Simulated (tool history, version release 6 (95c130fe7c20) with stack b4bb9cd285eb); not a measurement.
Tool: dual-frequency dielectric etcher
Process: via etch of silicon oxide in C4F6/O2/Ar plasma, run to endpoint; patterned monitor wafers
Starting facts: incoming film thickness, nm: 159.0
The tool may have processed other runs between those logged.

Run 1, day 0: bias power (W) 593, source power (W) 350, Ar flow (sccm) 343. Result: endpoint time (s) 36.299.
Run 2, day 0.196: bias power (W) 621, source power (W) 350, Ar flow (sccm) 342. Result: endpoint time (s) 35.322.
Run 3, day 0.342: bias power (W) 642, source power (W) 350, Ar flow (sccm) 342. Result: endpoint time (s) 34.678.
Run 4, day 0.621: bias power (W) 642, source power (W) 350, Ar flow (sccm) 380. Result: endpoint time (s) 34.853.
Run 5, day 0.8: bias power (W) 660, source power (W) 350, Ar flow (sccm) 380. Result: endpoint time (s) 34.391.
Run 6, day 1.012: bias power (W) 676, source power (W) 350, Ar flow (sccm) 380. Result: endpoint time (s) 34.018.

For run 7, what comes out?
Run 7, day 1.271: bias power (W) 690, source power (W) 350, Ar flow (sccm) 380. Result: endpoint time (s) ?.

endpoint time (s): 33.696
